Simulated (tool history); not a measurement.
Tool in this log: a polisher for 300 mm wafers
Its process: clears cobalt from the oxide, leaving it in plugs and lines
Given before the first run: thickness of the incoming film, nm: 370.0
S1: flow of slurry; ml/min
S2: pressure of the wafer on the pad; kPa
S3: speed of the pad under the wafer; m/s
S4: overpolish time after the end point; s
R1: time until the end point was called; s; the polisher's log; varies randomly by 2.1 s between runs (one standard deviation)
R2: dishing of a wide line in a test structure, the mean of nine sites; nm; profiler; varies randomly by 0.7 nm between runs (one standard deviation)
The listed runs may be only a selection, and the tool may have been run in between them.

run	hour	S1	S2	S3	S4	R1	R2
1	0.0	295	13.8	1.24	17	68.157	46.725
2	5.6	295	13.8	1.42	17	58.813	47.731
3	13.0	235	13.8	1.42	17	59.876	48.111
4	17.4	235	17.2	1.42	17	50.186	50.250
5	22.0	235	15.9	1.36	17	54.740	49.090
6	30.4	235	14.5	1.32	17	61.241	47.086
7	39.4	235	13.1	1.28	18	68.124	46.666

Forecast run 8:
8	45.5	235	12.4	1.24	18	?	?

R1: 73.236 s
R2: 46.841 nm

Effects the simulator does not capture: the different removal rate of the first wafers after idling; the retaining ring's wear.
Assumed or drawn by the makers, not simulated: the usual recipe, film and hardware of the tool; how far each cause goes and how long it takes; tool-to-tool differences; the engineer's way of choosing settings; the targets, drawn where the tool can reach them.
